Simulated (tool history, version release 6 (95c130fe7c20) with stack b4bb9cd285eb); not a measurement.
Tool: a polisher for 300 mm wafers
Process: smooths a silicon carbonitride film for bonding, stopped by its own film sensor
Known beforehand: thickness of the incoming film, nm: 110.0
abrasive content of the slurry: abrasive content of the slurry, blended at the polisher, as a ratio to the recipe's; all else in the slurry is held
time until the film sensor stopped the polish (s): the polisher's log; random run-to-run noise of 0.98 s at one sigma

run	day	flow of slurry (ml/min)	pressure of the wafer on the pad (psi)	speed of the pad under the wafer (m/s)	abrasive content of the slurry	target thickness at which the film sensor stops the polish (angstrom)	time until the film sensor stopped the polish (s)
1	0	170	1.9	0.7	1	980	63.134
2	0.362	170	1.9	0.7	1	970	69.201
3	0.388	165	1.8	0.7	1	970	73.509
4	0.746	125	1.8	0.7	1	970	78.219
5	0.812	125	1.7	0.7	1	970	82.648
6	0.917	125	1.6	0.7	1	970	88.559
7	1.029	125	1.5	0.7	1	970	93.303

What does the tool deliver on the next run?
8	1.133	115	1.3	0.7	1	970	?

{"run 8": {"time until the film sensor stopped the polish (s)": 108.78}}
